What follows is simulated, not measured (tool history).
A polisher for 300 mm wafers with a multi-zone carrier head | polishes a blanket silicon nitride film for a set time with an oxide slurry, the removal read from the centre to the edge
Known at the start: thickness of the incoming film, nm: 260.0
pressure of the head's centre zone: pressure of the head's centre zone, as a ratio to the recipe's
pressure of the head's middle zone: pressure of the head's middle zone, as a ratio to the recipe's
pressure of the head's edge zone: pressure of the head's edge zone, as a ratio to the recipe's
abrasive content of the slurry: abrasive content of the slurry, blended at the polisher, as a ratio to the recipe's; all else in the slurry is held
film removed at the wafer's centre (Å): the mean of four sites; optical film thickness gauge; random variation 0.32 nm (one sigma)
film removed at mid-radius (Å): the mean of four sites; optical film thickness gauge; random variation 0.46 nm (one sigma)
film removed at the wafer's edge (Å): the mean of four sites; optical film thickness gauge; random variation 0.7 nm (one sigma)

run  hour  flow of slurry (ml/min)  pressure of the head's centre zone  pressure of the head's middle zone  pressure of the head's edge zone  abrasive content of the slurry  polishing time (s)  film removed at the wafer's centre (Å)  film removed at mid-radius (Å)  film removed at the wafer's edge (Å)
  1   0.0                      260                                1.00                                1.00                              1.00                            1.00                  47                                  335.19                          348.17                                338.92
  2   7.4                      265                                1.01                                1.02                              1.03                            1.10                  48                                  359.10                          371.07                                366.31
  3  14.8                      270                                1.01                                1.05                              1.04                            1.15                  49                                  375.16                          394.56                                379.44
  4  23.5                      270                                1.01                                1.07                              1.06                            1.20                  51                                  400.40                          424.68                                410.46
  5  31.3                      270                                1.01                                1.07                              1.13                            1.20                  51                                  398.16                          423.79                                420.16
  6  33.0                      310                                1.01                                1.07                              1.13                            1.20                  51                                  406.34                          429.34                                431.20

Forecast run 7:
  7  35.5                      355                                1.04                                1.17                              1.19                            1.45                  53                                       ?                               ?                                     ?

film removed at the wafer's centre (Å): 471.50
film removed at mid-radius (Å): 528.88
film removed at the wafer's edge (Å): 492.63

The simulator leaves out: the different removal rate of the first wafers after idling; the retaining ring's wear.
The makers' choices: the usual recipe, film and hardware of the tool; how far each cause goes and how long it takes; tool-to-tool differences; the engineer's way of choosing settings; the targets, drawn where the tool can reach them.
